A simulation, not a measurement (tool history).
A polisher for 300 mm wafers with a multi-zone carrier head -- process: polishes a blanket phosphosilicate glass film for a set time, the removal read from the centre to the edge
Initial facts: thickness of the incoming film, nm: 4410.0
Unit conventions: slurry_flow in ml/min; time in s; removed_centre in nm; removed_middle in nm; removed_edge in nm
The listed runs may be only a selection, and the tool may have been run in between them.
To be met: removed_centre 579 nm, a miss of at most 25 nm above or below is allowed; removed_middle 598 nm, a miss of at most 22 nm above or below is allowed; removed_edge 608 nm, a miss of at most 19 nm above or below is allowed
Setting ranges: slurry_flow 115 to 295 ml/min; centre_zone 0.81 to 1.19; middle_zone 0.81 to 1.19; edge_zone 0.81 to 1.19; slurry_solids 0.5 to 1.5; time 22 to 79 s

run,hour,slurry_flow,centre_zone,middle_zone,edge_zone,slurry_solids,time,removed_centre,removed_middle,removed_edge
1,0,190,1,1,1,1,50,364.53,381.42,369.35
2,3,190,1,1,1,1.1,50,378.03,397.13,395.44
3,6.4,190,1,1,1.08,1.1,50,381.18,390.76,402.22
4,8.1,190,1,0.93,1.08,1.1,50,386.29,375.24,407.5
5,12.2,215,1,0.93,1.08,1.1,50,394.98,372.05,412.41
6,18.5,215,1.01,0.98,1.08,1.25,53,442.94,450.96,457.49
7,25.3,215,1.01,0.97,1.09,1.35,56,498.59,486.69,510.27
8,28.2,245,1,1.07,1.18,1.5,59,564.09,601.69,593.44
9,33.1,245,1,1.06,1.18,1.5,59,545.14,600.77,583.99
10,40.5,245,1,1.06,1.18,1.5,59,562.39,592.74,583.11

Which one of the following 4 next-run settings gets every result inside its allowed miss? There is exactly one.
A,47.9,280,1.11,1.1,1.07,1.25,60,?,?,?
B,47.9,200,1,1.01,1.11,1.4,67,?,?,?
C,47.9,255,1.04,1.08,1.17,1.45,58,?,?,?
D,47.9,160,1.07,1.11,1.18,1.45,62,?,?,?

move,removed_centre,removed_middle,removed_edge
A,588.94,580.33,535.48
B,592.78,603.79,615.02
C,563.92,582.82,564.89
D,566.17,589.04,571.73
A: the biggest miss grows against the last run
B: every result lands within tolerance
C: the biggest miss grows against the last run
D: the biggest miss grows against the last run
B is the move that brings every result within its allowed miss.
